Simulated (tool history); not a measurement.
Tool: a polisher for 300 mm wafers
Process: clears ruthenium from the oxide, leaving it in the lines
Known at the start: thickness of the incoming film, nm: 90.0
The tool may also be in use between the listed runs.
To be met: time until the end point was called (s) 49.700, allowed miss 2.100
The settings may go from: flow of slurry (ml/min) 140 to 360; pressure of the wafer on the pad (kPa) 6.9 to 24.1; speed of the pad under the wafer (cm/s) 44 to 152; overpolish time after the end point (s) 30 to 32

run  hour  flow of slurry (ml/min)  pressure of the wafer on the pad (kPa)  speed of the pad under the wafer (cm/s)  overpolish time after the end point (s)  time until the end point was called (s)
  1   0.0                      230                                    15.2                                       98                                       30                                   66.871
  2   1.5                      230                                    15.2                                       98                                       32                                   66.831
  3   9.6                      230                                    15.9                                       98                                       32                                   64.988
  4  12.8                      230                                    15.9                                       98                                       30                                   64.490
  5  13.6                      230                                    16.5                                       98                                       30                                   60.665
  6  16.9                      230                                    16.5                                       98                                       30                                   61.982
  7  23.4                      230                                    17.2                                       98                                       30                                   57.970
  8  31.4                      230                                    18.6                                       98                                       30                                   54.234
  9  36.5                      230                                    19.3                                       98                                       30                                   52.777

Which of these 4 next moves meets every target?
  A  41.6                      250                                    19.3                                      104                                       32                                        ?
  B  41.6                      270                                    17.9                                      102                                       30                                        ?
  C  41.6                      220                                    17.2                                      102                                       30                                        ?
  D  41.6                      140                                    20.0                                       96                                       30                                        ?

move  time until the end point was called (s)
   A                                   49.028
   B                                   53.366
   C                                   56.423
   D                                   54.130
A: meets every target
B: further off than the last run
C: further off than the last run
D: further off than the last run
Answer: A

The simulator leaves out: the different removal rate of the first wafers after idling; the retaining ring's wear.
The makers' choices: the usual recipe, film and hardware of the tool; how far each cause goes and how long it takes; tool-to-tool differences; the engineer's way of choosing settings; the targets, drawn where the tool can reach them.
